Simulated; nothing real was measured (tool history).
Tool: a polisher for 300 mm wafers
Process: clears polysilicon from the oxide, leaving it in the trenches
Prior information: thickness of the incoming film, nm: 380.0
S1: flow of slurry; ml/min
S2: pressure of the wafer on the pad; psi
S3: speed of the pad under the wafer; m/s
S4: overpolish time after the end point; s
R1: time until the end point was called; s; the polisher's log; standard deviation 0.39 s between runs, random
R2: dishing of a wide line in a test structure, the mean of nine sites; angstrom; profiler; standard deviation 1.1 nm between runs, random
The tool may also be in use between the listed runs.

run  hour   S1   S2    S3  S4      R1      R2
  1   0.0  180  2.1  0.78  12  52.820  481.34
  2   4.2  180  2.2  0.78  12  52.188  479.00
  3  10.2  180  2.4  0.78  12  48.258  485.97
  4  18.1  180  2.4  0.70  12  53.196  491.25
  5  22.3  180  2.4  0.54  12  68.519  435.31
  6  26.8  160  2.4  0.54  12  69.087  415.13
  7  30.3  165  2.5  0.58  12  62.508  445.38
  8  31.9  170  2.6  0.62  12  57.307  469.31
  9  36.8  175  2.7  0.66  11  50.454  466.87
 10  43.0  180  2.8  0.68  11  48.381  482.81
 11  45.2  180  2.8  0.68  11  47.908  491.55

What does the tool deliver on the next run?
 12  53.0  185  2.9  0.70  11   ?   ?

Run 12 produced R1 44.321 s, R2 503.54 angstrom.
